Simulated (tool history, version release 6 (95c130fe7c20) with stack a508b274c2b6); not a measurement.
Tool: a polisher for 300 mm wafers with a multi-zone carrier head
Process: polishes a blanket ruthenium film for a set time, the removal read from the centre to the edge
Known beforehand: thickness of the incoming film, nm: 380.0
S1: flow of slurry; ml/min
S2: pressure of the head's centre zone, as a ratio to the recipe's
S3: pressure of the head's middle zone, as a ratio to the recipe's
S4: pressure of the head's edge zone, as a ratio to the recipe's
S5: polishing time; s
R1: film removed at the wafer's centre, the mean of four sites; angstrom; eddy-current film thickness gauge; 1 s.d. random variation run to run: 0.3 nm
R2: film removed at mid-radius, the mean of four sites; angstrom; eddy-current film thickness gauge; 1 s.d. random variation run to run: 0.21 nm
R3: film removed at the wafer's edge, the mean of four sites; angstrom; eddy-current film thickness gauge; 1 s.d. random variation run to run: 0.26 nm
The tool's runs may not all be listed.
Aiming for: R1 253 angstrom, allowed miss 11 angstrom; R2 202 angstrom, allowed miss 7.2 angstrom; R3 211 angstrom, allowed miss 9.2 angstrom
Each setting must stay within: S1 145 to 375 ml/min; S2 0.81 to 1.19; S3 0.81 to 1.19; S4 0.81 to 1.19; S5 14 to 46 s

run,hour,S1,S2,S3,S4,S5,R1,R2,R3
1,0,240,1,1,1,30,331.59,327.55,327.16
2,0.9,240,1,1,0.95,30,330.54,326.41,314.16
3,1.7,240,1.06,1,0.95,30,349.34,326.55,321.33
4,5.3,240,1.07,0.98,0.93,28,332.31,299.67,290.83
5,9.6,240,1.07,0.89,0.93,28,323.92,273.19,294.32
6,11.7,240,1.07,0.89,0.93,32,379.36,321.38,336.88
7,15.2,240,1.07,0.89,0.91,30,355.81,298.24,315.1
8,23.4,240,1.08,0.89,0.9,28,335.66,274.06,295.73
9,24.9,235,1.12,0.95,0.81,20,243.02,208.85,200.6
10,31.9,235,1.12,0.94,0.82,20,247.22,206.13,198.94
11,39,235,1.12,0.93,0.83,20,242.09,204.25,200.97
12,42.8,235,1.12,0.92,0.84,20,246.89,202.98,199.76
13,48.8,230,1.1,0.88,0.93,21,255.97,205.98,221.36

4 next moves are on the table. One of them brings every result within its allowed miss. Which?
A,54.8,340,1.01,0.81,0.95,22,?,?,?
B,54.8,175,1.03,0.82,0.89,23,?,?,?
C,54.8,215,1.13,0.88,0.87,21,?,?,?
D,54.8,200,1.08,0.81,1,23,?,?,?

move,R1,R2,R3
A,254.5,211.13,243.68
B,245.15,204.01,231.25
C,252.82,204.38,214.29
D,262.52,206.77,248.59
A: misses by more than the last run did
B: misses by more than the last run did
C: all results land within tolerance of their targets
D: misses by more than the last run did
Answer: C

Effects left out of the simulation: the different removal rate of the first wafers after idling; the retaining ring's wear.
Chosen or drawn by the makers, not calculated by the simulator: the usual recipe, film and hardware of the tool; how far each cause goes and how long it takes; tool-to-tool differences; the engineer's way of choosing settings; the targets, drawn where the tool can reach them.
